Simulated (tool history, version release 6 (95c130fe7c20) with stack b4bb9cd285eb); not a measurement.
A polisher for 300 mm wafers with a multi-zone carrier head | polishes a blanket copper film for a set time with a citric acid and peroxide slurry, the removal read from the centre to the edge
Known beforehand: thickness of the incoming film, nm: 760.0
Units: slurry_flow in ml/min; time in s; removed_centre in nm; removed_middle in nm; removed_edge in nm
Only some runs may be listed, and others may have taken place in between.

run	hour	slurry_flow	centre_zone	middle_zone	edge_zone	slurry_solids	time	removed_centre	removed_middle	removed_edge
1	0.0	165	1.00	1.00	1.00	1.00	61	65.091	63.912	63.170
2	1.9	165	1.00	1.00	1.00	1.00	47	49.937	49.494	48.106
3	2.5	165	1.08	1.00	1.00	1.00	47	54.311	48.532	47.841
4	10.5	175	1.09	1.01	1.01	1.05	51	60.974	54.965	53.851
5	18.1	185	1.10	1.02	1.01	1.10	53	64.104	59.302	56.784
6	25.6	190	1.11	1.01	1.00	1.15	56	71.107	62.858	60.592
7	33.1	195	1.12	1.01	1.01	1.20	58	74.567	66.260	63.107
8	40.8	200	1.13	1.01	1.02	1.25	60	79.386	69.193	68.288

What does the tool deliver on the next run?
9	41.8	205	1.14	1.02	1.02	1.30	62	?	?	?

{"run 9": {"removed_centre": 82.275, "removed_middle": 73.328, "removed_edge": 70.912}}
